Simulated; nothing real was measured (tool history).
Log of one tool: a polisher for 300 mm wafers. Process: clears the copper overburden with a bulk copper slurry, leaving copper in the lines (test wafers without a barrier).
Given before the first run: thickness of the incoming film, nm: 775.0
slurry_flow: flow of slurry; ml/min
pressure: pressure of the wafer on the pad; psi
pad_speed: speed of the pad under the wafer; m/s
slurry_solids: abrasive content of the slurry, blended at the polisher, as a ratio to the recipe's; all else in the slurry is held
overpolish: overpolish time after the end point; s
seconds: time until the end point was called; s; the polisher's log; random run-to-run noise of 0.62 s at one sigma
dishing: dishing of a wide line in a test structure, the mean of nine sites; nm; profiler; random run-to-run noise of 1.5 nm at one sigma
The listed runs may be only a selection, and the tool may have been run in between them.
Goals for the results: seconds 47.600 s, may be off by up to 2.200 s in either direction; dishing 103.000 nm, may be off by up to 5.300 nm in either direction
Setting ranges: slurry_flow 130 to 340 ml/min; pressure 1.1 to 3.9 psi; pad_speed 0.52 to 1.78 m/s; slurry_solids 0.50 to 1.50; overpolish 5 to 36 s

{"run": 1, "day": 0.0, "slurry_flow": 220, "pressure": 2.5, "pad_speed": 1.14, "slurry_solids": 1.0, "overpolish": 18, "seconds": 67.457, "dishing": 83.192}
{"run": 2, "day": 0.225, "slurry_flow": 220, "pressure": 2.6, "pad_speed": 1.14, "slurry_solids": 1.0, "overpolish": 18, "seconds": 64.86, "dishing": 85.853}
{"run": 3, "day": 0.325, "slurry_flow": 220, "pressure": 2.7, "pad_speed": 1.14, "slurry_solids": 1.0, "overpolish": 18, "seconds": 64.111, "dishing": 91.137}
{"run": 4, "day": 0.383, "slurry_flow": 220, "pressure": 2.7, "pad_speed": 0.98, "slurry_solids": 1.0, "overpolish": 18, "seconds": 70.924, "dishing": 83.765}
{"run": 5, "day": 0.488, "slurry_flow": 220, "pressure": 2.7, "pad_speed": 0.98, "slurry_solids": 1.0, "overpolish": 22, "seconds": 71.006, "dishing": 89.176}
{"run": 6, "day": 0.608, "slurry_flow": 220, "pressure": 2.9, "pad_speed": 1.0, "slurry_solids": 1.0, "overpolish": 20, "seconds": 66.573, "dishing": 92.833}
{"run": 7, "day": 0.771, "slurry_flow": 220, "pressure": 3.0, "pad_speed": 1.02, "slurry_solids": 1.0, "overpolish": 18, "seconds": 62.892, "dishing": 88.95}
{"run": 8, "day": 1.138, "slurry_flow": 220, "pressure": 3.1, "pad_speed": 1.02, "slurry_solids": 1.0, "overpolish": 18, "seconds": 61.372, "dishing": 91.299}
{"run": 9, "day": 1.517, "slurry_flow": 220, "pressure": 3.2, "pad_speed": 1.02, "slurry_solids": 1.0, "overpolish": 18, "seconds": 57.907, "dishing": 92.869}
{"run": 10, "day": 1.712, "slurry_flow": 220, "pressure": 3.2, "pad_speed": 1.02, "slurry_solids": 1.0, "overpolish": 18, "seconds": 58.961, "dishing": 92.841}
{"run": 11, "day": 2.067, "slurry_flow": 220, "pressure": 3.3, "pad_speed": 1.02, "slurry_solids": 1.0, "overpolish": 18, "seconds": 55.44, "dishing": 93.959}
{"run": 12, "day": 2.196, "slurry_flow": 220, "pressure": 3.4, "pad_speed": 1.02, "slurry_solids": 1.0, "overpolish": 18, "seconds": 55.132, "dishing": 95.88}
{"run": 13, "day": 2.454, "slurry_flow": 220, "pressure": 3.5, "pad_speed": 1.02, "slurry_solids": 1.0, "overpolish": 18, "seconds": 53.866, "dishing": 98.947}
{"run": 14, "day": 2.8, "slurry_flow": 220, "pressure": 3.6, "pad_speed": 1.02, "slurry_solids": 1.0, "overpolish": 18, "seconds": 52.753, "dishing": 100.03}
{"run": 15, "day": 3.104, "slurry_flow": 220, "pressure": 3.7, "pad_speed": 1.02, "slurry_solids": 1.0, "overpolish": 18, "seconds": 50.032, "dishing": 101.73}

Consider the 5 candidate settings below. Which is the only one whose results all fall within their allowed miss of target?
{"run": "A", "day": 3.408, "slurry_flow": 205, "pressure": 3.6, "pad_speed": 1.12, "slurry_solids": 1.1, "overpolish": 18, "seconds": "?", "dishing": "?"}
{"run": "B", "day": 3.408, "slurry_flow": 265, "pressure": 3.9, "pad_speed": 1.12, "slurry_solids": 1.0, "overpolish": 22, "seconds": "?", "dishing": "?"}
{"run": "C", "day": 3.408, "slurry_flow": 255, "pressure": 3.9, "pad_speed": 1.12, "slurry_solids": 0.95, "overpolish": 24, "seconds": "?", "dishing": "?"}
{"run": "D", "day": 3.408, "slurry_flow": 205, "pressure": 3.6, "pad_speed": 1.02, "slurry_solids": 1.05, "overpolish": 29, "seconds": "?", "dishing": "?"}
{"run": "E", "day": 3.408, "slurry_flow": 165, "pressure": 3.9, "pad_speed": 1.04, "slurry_solids": 1.15, "overpolish": 27, "seconds": "?", "dishing": "?"}

move=A seconds=47.795 dishing=102.940
move=B seconds=44.197 dishing=112.880
move=C seconds=45.001 dishing=114.560
move=D seconds=53.002 dishing=113.310
move=E seconds=48.151 dishing=115.670
A: meets every target
B: moves the result that the last run missed by most past its target, out the other side
C: moves the result that the last run missed by most past its target, out the other side
D: its largest miss is bigger than the last run's
E: puts the biggest miss on target and leaves a different result outside tolerance
Go with A: it meets all targets.
